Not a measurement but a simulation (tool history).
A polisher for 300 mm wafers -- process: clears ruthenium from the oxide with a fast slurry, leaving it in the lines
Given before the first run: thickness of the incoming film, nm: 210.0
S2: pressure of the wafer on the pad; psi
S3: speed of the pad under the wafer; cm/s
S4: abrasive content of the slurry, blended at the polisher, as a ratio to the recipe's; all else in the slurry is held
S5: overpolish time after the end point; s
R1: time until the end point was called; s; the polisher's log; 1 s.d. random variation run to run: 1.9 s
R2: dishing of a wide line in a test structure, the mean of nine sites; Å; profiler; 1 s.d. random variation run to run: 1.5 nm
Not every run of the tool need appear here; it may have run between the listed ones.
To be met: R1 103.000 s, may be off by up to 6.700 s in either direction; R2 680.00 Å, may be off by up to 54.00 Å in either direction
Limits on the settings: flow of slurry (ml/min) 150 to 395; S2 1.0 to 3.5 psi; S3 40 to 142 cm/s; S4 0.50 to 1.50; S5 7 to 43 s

Run 1, hour 0.0: flow of slurry (ml/min) 250, S2 2.2 psi, S3 90 cm/s, S4 1.00, S5 22 s. Result: R1 61.492 s, R2 646.47 Å.
Run 2, hour 8.9: flow of slurry (ml/min) 250, S2 1.9 psi, S3 88 cm/s, S4 1.00, S5 26 s. Result: R1 72.869 s, R2 653.93 Å.
Run 3, hour 12.3: flow of slurry (ml/min) 250, S2 1.9 psi, S3 66 cm/s, S4 1.00, S5 26 s. Result: R1 98.329 s, R2 508.23 Å.
Run 4, hour 15.9: flow of slurry (ml/min) 250, S2 1.9 psi, S3 66 cm/s, S4 1.00, S5 29 s. Result: R1 98.262 s, R2 571.20 Å.
Run 5, hour 22.2: flow of slurry (ml/min) 250, S2 1.9 psi, S3 66 cm/s, S4 1.00, S5 31 s. Result: R1 95.737 s, R2 575.77 Å.
Run 6, hour 24.9: flow of slurry (ml/min) 250, S2 2.3 psi, S3 66 cm/s, S4 1.00, S5 31 s. Result: R1 80.057 s, R2 690.77 Å.
Run 7, hour 30.9: flow of slurry (ml/min) 250, S2 2.1 psi, S3 66 cm/s, S4 1.00, S5 33 s. Result: R1 89.289 s, R2 680.01 Å.
Run 8, hour 34.1: flow of slurry (ml/min) 250, S2 2.0 psi, S3 66 cm/s, S4 1.00, S5 34 s. Result: R1 92.876 s, R2 696.24 Å.

Which one of the following 5 next-run settings gets every result inside its allowed miss? There is exactly one.
Run A, hour 37.3: flow of slurry (ml/min) 235, S2 2.1 psi, S3 64 cm/s, S4 1.15, S5 30 s. Result: R1 ?, R2 ?.
Run B, hour 37.3: flow of slurry (ml/min) 375, S2 1.7 psi, S3 86 cm/s, S4 0.80, S5 39 s. Result: R1 ?, R2 ?.
Run C, hour 37.3: flow of slurry (ml/min) 235, S2 1.9 psi, S3 76 cm/s, S4 1.05, S5 37 s. Result: R1 ?, R2 ?.
Run D, hour 37.3: flow of slurry (ml/min) 340, S2 1.5 psi, S3 84 cm/s, S4 0.85, S5 38 s. Result: R1 ?, R2 ?.
Run E, hour 37.3: flow of slurry (ml/min) 225, S2 2.1 psi, S3 80 cm/s, S4 0.70, S5 37 s. Result: R1 ?, R2 ?.

move       R1      R2
   A   91.205  651.71
   B   93.786  799.37
   C   88.340  804.30
   D  106.080  702.53
   E   91.901  777.49
A: misses by more than the last run did
B: misses by more than the last run did
C: misses by more than the last run did
D: meets every target
E: misses by more than the last run did
Go with D: it meets all targets.
